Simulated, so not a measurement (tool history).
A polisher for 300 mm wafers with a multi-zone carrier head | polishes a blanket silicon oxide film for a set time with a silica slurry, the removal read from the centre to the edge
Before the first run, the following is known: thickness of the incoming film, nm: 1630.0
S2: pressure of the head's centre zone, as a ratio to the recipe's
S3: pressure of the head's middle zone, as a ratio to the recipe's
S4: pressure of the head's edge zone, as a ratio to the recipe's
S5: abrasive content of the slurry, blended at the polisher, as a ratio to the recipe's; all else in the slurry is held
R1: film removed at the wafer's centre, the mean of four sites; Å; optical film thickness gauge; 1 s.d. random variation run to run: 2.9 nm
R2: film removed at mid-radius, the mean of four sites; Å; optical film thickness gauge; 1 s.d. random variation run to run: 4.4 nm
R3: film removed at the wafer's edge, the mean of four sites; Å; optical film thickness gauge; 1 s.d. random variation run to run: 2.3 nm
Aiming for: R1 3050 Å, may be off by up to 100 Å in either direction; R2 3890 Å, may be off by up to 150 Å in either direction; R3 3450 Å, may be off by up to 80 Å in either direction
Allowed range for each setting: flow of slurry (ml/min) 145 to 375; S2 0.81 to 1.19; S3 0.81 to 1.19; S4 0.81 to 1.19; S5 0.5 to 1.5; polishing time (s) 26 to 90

run 1 hour=0 | flow_of_slurry_(ml/min)=240 S2=1 S3=1 S4=1 S5=1 polishing_time_(s)=58 | R1=2526.3 R2=2388.7 R3=2393.8
run 2 hour=5.6 | flow_of_slurry_(ml/min)=245 S2=0.98 S3=1.03 S4=1.02 S5=1.1 polishing_time_(s)=59 | R1=2723.8 R2=2627.7 R3=2598.9
run 3 hour=8 | flow_of_slurry_(ml/min)=240 S2=0.95 S3=1.05 S4=1.03 S5=1.15 polishing_time_(s)=60 | R1=2723.8 R2=2704.9 R3=2710.9
run 4 hour=12.5 | flow_of_slurry_(ml/min)=240 S2=0.95 S3=1.05 S4=1.03 S5=1 polishing_time_(s)=60 | R1=2493.4 R2=2563.4 R3=2489.7
run 5 hour=20.1 | flow_of_slurry_(ml/min)=240 S2=0.95 S3=1.05 S4=1.03 S5=1 polishing_time_(s)=66 | R1=2791.6 R2=2851.3 R3=2767
run 6 hour=27.5 | flow_of_slurry_(ml/min)=250 S2=0.93 S3=1.07 S4=1.04 S5=1.05 polishing_time_(s)=67 | R1=2880.3 R2=2985.4 R3=2902.1
run 7 hour=30.3 | flow_of_slurry_(ml/min)=235 S2=0.91 S3=1.09 S4=1.03 S5=1.1 polishing_time_(s)=68 | R1=2896.5 R2=3205.6 R3=2998.3
run 8 hour=38.9 | flow_of_slurry_(ml/min)=235 S2=0.9 S3=1.1 S4=1.03 S5=1.15 polishing_time_(s)=68 | R1=2885.8 R2=3244.6 R3=3069.2

Exercise: of the 4 proposed moves below, exactly one satisfies all targets within the stated allowed misses. Which move is it?
run A hour=47.5 | flow_of_slurry_(ml/min)=270 S2=0.85 S3=1.19 S4=1.08 S5=1.35 polishing_time_(s)=69 | R1=? R2=? R3=?
run B hour=47.5 | flow_of_slurry_(ml/min)=235 S2=0.85 S3=1.19 S4=0.96 S5=1 polishing_time_(s)=81 | R1=? R2=? R3=?
run C hour=47.5 | flow_of_slurry_(ml/min)=200 S2=0.81 S3=1.08 S4=1.05 S5=1.25 polishing_time_(s)=73 | R1=? R2=? R3=?
run D hour=47.5 | flow_of_slurry_(ml/min)=265 S2=0.91 S3=1.15 S4=1 S5=1.15 polishing_time_(s)=77 | R1=? R2=? R3=?

move=A R1=3033.6 R2=3846.2 R3=3473.6
move=B R1=3021.7 R2=3836.5 R3=3280.3
move=C R1=2866.7 R2=3522.8 R3=3436.3
move=D R1=3354.8 R2=3857.8 R3=3459
A: every result lands within tolerance
B: nearer the targets than the last run, but a result is still out of spec
C: the worst result of the last run now meets its target, but another is out of spec
D: the worst result of the last run now meets its target, but another is out of spec
A is the move that brings every result within its allowed miss.

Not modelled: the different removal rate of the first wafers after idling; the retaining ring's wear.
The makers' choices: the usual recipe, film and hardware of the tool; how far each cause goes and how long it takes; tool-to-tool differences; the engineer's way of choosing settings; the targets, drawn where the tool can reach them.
